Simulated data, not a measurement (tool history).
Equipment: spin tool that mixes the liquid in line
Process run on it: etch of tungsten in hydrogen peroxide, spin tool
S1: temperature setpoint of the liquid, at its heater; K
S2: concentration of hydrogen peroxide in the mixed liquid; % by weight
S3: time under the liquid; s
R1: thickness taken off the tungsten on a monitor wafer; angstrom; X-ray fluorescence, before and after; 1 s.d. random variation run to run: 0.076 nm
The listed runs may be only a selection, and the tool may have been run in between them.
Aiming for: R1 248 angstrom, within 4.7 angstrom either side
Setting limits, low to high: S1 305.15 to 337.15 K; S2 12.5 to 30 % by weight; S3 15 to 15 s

| run | hour | S1 | S2 | S3 | R1 |
|---|---|---|---|---|---|
| 1 | 0 | 321.15 | 24.5 | 15 | 441.79 |
| 2 | 6.3 | 321.15 | 28 | 15 | 470.99 |
| 3 | 8.6 | 321.15 | 24 | 15 | 438.98 |
| 4 | 12.3 | 319.15 | 24 | 15 | 387.11 |
| 5 | 20.7 | 319.15 | 24 | 15 | 386.88 |
| 6 | 25.9 | 319.15 | 20 | 15 | 351.85 |
| 7 | 29.9 | 318.15 | 20 | 15 | 329.73 |
| 8 | 34.7 | 312.65 | 20 | 15 | 233.83 |
| 9 | 39.7 | 313.15 | 20 | 15 | 240.66 |

Below are 5 possible settings for the next run. Only one of them brings all results inside the allowed miss of their targets. Which is it?
| A | 44.7 | 314.15 | 20.5 | 15 | ? |
| B | 44.7 | 312.65 | 22.5 | 15 | ? |
| C | 44.7 | 317.15 | 13.5 | 15 | ? |
| D | 44.7 | 313.65 | 18 | 15 | ? |
| E | 44.7 | 313.65 | 22 | 15 | ? |

| move | R1 |
|---|---|
| A | 258.98 |
| B | 246.12 |
| C | 254.7 |
| D | 234.94 |
| E | 259.74 |
A: pushes the last run's worst result past its target
B: meets every target
C: pushes the last run's worst result past its target
D: moves away from the targets compared with the last run
E: pushes the last run's worst result past its target
Answer: B
